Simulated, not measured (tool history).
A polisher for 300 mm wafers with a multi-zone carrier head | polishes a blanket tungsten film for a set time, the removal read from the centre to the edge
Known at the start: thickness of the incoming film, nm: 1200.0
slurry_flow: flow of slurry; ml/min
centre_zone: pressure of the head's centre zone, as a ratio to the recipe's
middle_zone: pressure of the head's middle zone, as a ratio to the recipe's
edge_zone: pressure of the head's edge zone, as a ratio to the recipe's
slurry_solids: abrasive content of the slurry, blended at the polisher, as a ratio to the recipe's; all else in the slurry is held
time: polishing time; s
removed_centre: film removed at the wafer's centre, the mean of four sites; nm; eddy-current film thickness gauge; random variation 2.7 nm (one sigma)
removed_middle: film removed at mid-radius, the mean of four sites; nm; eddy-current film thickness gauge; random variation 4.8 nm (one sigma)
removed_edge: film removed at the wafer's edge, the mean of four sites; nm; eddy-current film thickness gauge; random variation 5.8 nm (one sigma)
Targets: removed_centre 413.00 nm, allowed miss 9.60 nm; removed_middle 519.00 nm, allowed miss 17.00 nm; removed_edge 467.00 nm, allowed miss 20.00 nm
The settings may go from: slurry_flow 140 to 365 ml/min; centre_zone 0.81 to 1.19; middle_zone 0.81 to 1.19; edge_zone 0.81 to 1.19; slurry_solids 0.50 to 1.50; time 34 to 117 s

Run 1, hour 0.0: slurry_flow 235 ml/min, centre_zone 1.00, middle_zone 1.00, edge_zone 1.00, slurry_solids 1.00, time 75 s. Result: removed_centre 383.77 nm, removed_middle 405.78 nm, removed_edge 399.45 nm.
Run 2, hour 3.5: slurry_flow 250 ml/min, centre_zone 1.00, middle_zone 1.05, edge_zone 1.05, slurry_solids 1.05, time 75 s. Result: removed_centre 393.51 nm, removed_middle 429.11 nm, removed_edge 408.01 nm.
Run 3, hour 8.8: slurry_flow 250 ml/min, centre_zone 0.98, middle_zone 1.08, edge_zone 1.08, slurry_solids 1.15, time 76 s. Result: removed_centre 389.90 nm, removed_middle 449.21 nm, removed_edge 415.69 nm.
Run 4, hour 14.4: slurry_flow 250 ml/min, centre_zone 0.98, middle_zone 1.13, edge_zone 1.08, slurry_solids 1.15, time 76 s. Result: removed_centre 391.20 nm, removed_middle 465.24 nm, removed_edge 427.52 nm.
Run 5, hour 16.1: slurry_flow 250 ml/min, centre_zone 1.03, middle_zone 1.13, edge_zone 1.08, slurry_solids 1.15, time 76 s. Result: removed_centre 417.27 nm, removed_middle 456.19 nm, removed_edge 428.16 nm.
Run 6, hour 17.4: slurry_flow 250 ml/min, centre_zone 1.03, middle_zone 1.19, edge_zone 1.08, slurry_solids 1.15, time 76 s. Result: removed_centre 415.07 nm, removed_middle 484.05 nm, removed_edge 421.76 nm.
Run 7, hour 20.0: slurry_flow 255 ml/min, centre_zone 1.01, middle_zone 1.19, edge_zone 1.10, slurry_solids 1.20, time 77 s. Result: removed_centre 418.48 nm, removed_middle 508.25 nm, removed_edge 439.76 nm.
Run 8, hour 23.8: slurry_flow 250 ml/min, centre_zone 1.00, middle_zone 1.18, edge_zone 1.12, slurry_solids 1.25, time 77 s. Result: removed_centre 413.67 nm, removed_middle 492.37 nm, removed_edge 445.13 nm.

Which of these 5 next moves meets every target?
Run A, hour 27.6: slurry_flow 255 ml/min, centre_zone 1.00, middle_zone 1.18, edge_zone 0.97, slurry_solids 1.25, time 79 s. Result: removed_centre ?, removed_middle ?, removed_edge ?.
Run B, hour 27.6: slurry_flow 205 ml/min, centre_zone 1.04, middle_zone 1.12, edge_zone 1.16, slurry_solids 1.30, time 76 s. Result: removed_centre ?, removed_middle ?, removed_edge ?.
Run C, hour 27.6: slurry_flow 240 ml/min, centre_zone 0.97, middle_zone 1.19, edge_zone 1.15, slurry_solids 1.25, time 80 s. Result: removed_centre ?, removed_middle ?, removed_edge ?.
Run D, hour 27.6: slurry_flow 240 ml/min, centre_zone 0.96, middle_zone 1.19, edge_zone 1.09, slurry_solids 1.30, time 77 s. Result: removed_centre ?, removed_middle ?, removed_edge ?.
Run E, hour 27.6: slurry_flow 230 ml/min, centre_zone 0.95, middle_zone 1.04, edge_zone 1.19, slurry_solids 1.35, time 81 s. Result: removed_centre ?, removed_middle ?, removed_edge ?.

move  removed_centre  removed_middle  removed_edge
   A          429.57          511.75        425.80
   B          417.98          459.13        440.71
   C          418.28          517.93        466.39
   D          400.97          501.79        439.60
   E          416.87          470.43        485.70
A: brings the result that was furthest off to its target, and leaves another outside
B: further off than the last run
C: meets every target
D: nearer than the last run, and not there yet
E: further off than the last run
Answer: C

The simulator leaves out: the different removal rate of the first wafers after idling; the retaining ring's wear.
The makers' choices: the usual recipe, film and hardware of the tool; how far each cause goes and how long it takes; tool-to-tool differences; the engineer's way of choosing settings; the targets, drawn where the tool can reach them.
